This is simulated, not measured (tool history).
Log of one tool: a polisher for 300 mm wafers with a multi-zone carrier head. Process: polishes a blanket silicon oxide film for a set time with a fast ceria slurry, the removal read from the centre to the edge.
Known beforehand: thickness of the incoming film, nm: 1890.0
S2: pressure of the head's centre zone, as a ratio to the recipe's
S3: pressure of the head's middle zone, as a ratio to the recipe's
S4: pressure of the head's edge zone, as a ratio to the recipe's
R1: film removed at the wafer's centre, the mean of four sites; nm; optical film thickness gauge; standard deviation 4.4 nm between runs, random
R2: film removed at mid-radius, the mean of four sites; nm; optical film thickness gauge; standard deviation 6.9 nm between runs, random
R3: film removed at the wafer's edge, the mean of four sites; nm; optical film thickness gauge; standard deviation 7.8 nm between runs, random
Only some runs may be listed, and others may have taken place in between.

run 1 day=0.000 | flow_of_slurry_(ml/min)=230 S2=1.00 S3=1.00 S4=1.00 polishing_time_(s)=51 | R1=481.78 R2=478.98 R3=466.43
run 2 day=0.096 | flow_of_slurry_(ml/min)=230 S2=0.99 S3=0.99 S4=1.04 polishing_time_(s)=53 | R1=493.32 R2=496.80 R3=504.14
run 3 day=0.304 | flow_of_slurry_(ml/min)=230 S2=0.99 S3=0.94 S4=1.04 polishing_time_(s)=53 | R1=495.16 R2=470.47 R3=505.67
run 4 day=0.562 | flow_of_slurry_(ml/min)=230 S2=0.99 S3=0.89 S4=1.04 polishing_time_(s)=53 | R1=488.06 R2=445.55 R3=501.62
run 5 day=0.829 | flow_of_slurry_(ml/min)=235 S2=0.99 S3=0.91 S4=1.07 polishing_time_(s)=54 | R1=507.06 R2=460.80 R3=510.94
run 6 day=0.858 | flow_of_slurry_(ml/min)=225 S2=0.97 S3=0.92 S4=1.07 polishing_time_(s)=56 | R1=519.14 R2=489.80 R3=534.39
run 7 day=0.958 | flow_of_slurry_(ml/min)=230 S2=0.95 S3=0.92 S4=1.09 polishing_time_(s)=57 | R1=508.64 R2=491.57 R3=544.80

Expected results for the next run?
run 8 day=1.221 | flow_of_slurry_(ml/min)=230 S2=0.94 S3=0.93 S4=1.10 polishing_time_(s)=58 | R1=? R2=? R3=?

Run 8 measured R1 514.48 nm, R2 519.98 nm, R3 562.41 nm.
